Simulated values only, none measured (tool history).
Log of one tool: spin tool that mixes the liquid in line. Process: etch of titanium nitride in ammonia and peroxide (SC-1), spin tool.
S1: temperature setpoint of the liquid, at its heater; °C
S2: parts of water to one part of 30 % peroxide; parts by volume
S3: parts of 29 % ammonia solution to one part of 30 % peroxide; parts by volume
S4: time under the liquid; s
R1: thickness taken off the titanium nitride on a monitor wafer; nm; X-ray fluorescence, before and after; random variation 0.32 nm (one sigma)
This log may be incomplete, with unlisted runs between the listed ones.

run 1 day=0 | S1=62 S2=14.5 S3=0.6 S4=290 | R1=28.033
run 2 day=0.104 | S1=63 S2=14.5 S3=0.6 S4=290 | R1=30.142
run 3 day=0.267 | S1=63 S2=16.5 S3=0.6 S4=290 | R1=28.316
run 4 day=0.638 | S1=63 S2=13 S3=0.6 S4=290 | R1=32.503
run 5 day=0.829 | S1=70 S2=13 S3=0.6 S4=290 | R1=49.435
run 6 day=0.996 | S1=70 S2=13 S3=0.7 S4=290 | R1=51.852

What will run 7 give?
run 7 day=1.296 | S1=69 S2=13 S3=0.7 S4=290 | R1=?

{"run 7": {"R1": 47.721}}
